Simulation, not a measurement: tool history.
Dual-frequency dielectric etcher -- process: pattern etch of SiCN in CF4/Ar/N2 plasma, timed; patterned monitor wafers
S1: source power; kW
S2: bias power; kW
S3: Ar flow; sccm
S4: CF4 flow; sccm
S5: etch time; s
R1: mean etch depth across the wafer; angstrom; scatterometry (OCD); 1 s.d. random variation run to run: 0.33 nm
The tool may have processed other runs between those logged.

{"run": 1, "hour": 0.0, "S1": 0.35, "S2": 0.095, "S3": 131, "S4": 62, "S5": 84.0, "R1": 615.29}
{"run": 2, "hour": 5.3, "S1": 0.33, "S2": 0.094, "S3": 131, "S4": 62, "S5": 84.0, "R1": 585.56}
{"run": 3, "hour": 9.9, "S1": 0.33, "S2": 0.094, "S3": 155, "S4": 62, "S5": 84.0, "R1": 569.71}
{"run": 4, "hour": 13.9, "S1": 0.33, "S2": 0.094, "S3": 155, "S4": 62, "S5": 84.0, "R1": 565.77}
{"run": 5, "hour": 19.5, "S1": 0.33, "S2": 0.102, "S3": 155, "S4": 62, "S5": 84.0, "R1": 587.61}
{"run": 6, "hour": 25.7, "S1": 0.33, "S2": 0.102, "S3": 155, "S4": 57, "S5": 84.0, "R1": 576.0}
{"run": 7, "hour": 31.4, "S1": 0.32, "S2": 0.102, "S3": 155, "S4": 57, "S5": 84.0, "R1": 565.05}

Run 8 is up next; what results do you expect?
{"run": 8, "hour": 34.1, "S1": 0.31, "S2": 0.102, "S3": 155, "S4": 57, "S5": 84.0, "R1": "?"}

{"run 8": {"R1": 557.69}}
